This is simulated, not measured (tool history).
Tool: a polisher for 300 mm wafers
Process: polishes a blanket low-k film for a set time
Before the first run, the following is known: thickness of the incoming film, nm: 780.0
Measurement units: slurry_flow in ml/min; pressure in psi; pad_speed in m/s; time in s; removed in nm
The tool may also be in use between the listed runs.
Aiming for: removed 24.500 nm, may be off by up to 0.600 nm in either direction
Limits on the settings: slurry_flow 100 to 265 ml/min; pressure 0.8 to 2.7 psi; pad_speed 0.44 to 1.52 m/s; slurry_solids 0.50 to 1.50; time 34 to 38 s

run 1 day=0.000 | slurry_flow=170 pressure=1.7 pad_speed=0.98 slurry_solids=1.00 time=38 | removed=14.309
run 2 day=0.217 | slurry_flow=180 pressure=1.9 pad_speed=0.98 slurry_solids=1.00 time=38 | removed=15.584
run 3 day=0.358 | slurry_flow=180 pressure=2.1 pad_speed=1.00 slurry_solids=1.00 time=38 | removed=16.971
run 4 day=0.562 | slurry_flow=180 pressure=2.1 pad_speed=1.00 slurry_solids=1.00 time=34 | removed=15.221
run 5 day=0.675 | slurry_flow=145 pressure=2.1 pad_speed=1.00 slurry_solids=1.00 time=34 | removed=14.782
run 6 day=0.996 | slurry_flow=170 pressure=2.3 pad_speed=1.06 slurry_solids=1.00 time=34 | removed=16.753
run 7 day=1.342 | slurry_flow=185 pressure=2.4 pad_speed=1.14 slurry_solids=1.00 time=34 | removed=18.668
run 8 day=1.608 | slurry_flow=185 pressure=2.7 pad_speed=1.32 slurry_solids=1.00 time=34 | removed=23.167
run 9 day=1.808 | slurry_flow=190 pressure=2.7 pad_speed=1.34 slurry_solids=1.00 time=34 | removed=23.055
run 10 day=2.092 | slurry_flow=195 pressure=2.7 pad_speed=1.36 slurry_solids=1.00 time=34 | removed=23.461

4 next moves are on the table. One of them brings every result within its allowed miss. Which?
run A day=2.375 | slurry_flow=200 pressure=2.6 pad_speed=1.14 slurry_solids=1.05 time=36 | removed=?
run B day=2.375 | slurry_flow=205 pressure=2.6 pad_speed=1.36 slurry_solids=1.05 time=34 | removed=?
run C day=2.375 | slurry_flow=190 pressure=2.7 pad_speed=1.28 slurry_solids=1.05 time=38 | removed=?
run D day=2.375 | slurry_flow=205 pressure=2.7 pad_speed=1.42 slurry_solids=0.85 time=36 | removed=?

move=A removed=21.436
move=B removed=23.394
move=C removed=25.336
move=D removed=24.258
A: its largest miss is bigger than the last run's
B: its largest miss is bigger than the last run's
C: moves the result that the last run missed by most past its target, out the other side
D: hits every target within its allowed miss
So the answer is move D, the one that meets all the targets.

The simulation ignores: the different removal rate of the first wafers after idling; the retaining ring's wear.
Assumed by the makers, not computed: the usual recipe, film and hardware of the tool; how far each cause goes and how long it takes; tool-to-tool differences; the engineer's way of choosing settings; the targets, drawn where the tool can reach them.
